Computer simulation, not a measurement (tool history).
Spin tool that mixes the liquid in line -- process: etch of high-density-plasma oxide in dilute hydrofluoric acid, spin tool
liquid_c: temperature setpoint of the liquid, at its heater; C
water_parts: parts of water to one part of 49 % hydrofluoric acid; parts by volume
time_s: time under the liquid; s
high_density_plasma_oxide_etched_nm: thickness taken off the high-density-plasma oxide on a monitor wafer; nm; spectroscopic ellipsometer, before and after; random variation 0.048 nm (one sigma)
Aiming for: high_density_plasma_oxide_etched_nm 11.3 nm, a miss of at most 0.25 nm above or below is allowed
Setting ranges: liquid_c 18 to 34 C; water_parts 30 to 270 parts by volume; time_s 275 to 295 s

run	hour	liquid_c	water_parts	time_s	high_density_plasma_oxide_etched_nm
1	0	26	150	275	16.626
2	6.2	26	100	275	26.334
3	7.9	25	110	275	22.602
4	8.9	24	115	275	20.919
5	12.2	23	120	275	19.112
6	14.5	23	120	295	20.504
7	18.9	22.5	125	295	19.316
8	26.6	22	130	295	18.048
9	32.6	21.5	135	295	16.948
10	39.2	21	140	295	15.912
11	43.8	20.5	145	295	14.864
12	50.3	20	150	295	14.075
13	51.1	19.5	150	295	13.78

Which of these 4 next moves meets every target?
A	51.9	19	115	295	?
B	51.9	18.5	165	290	?
C	51.9	21.5	180	275	?
D	51.9	20	130	275	?

move	high_density_plasma_oxide_etched_nm
A	18.262
B	11.649
C	11.22
D	15.436
A: the biggest miss grows against the last run
B: nearer the targets than the last run, but a result is still out of spec
C: all results in spec
D: the biggest miss grows against the last run
C meets every target.
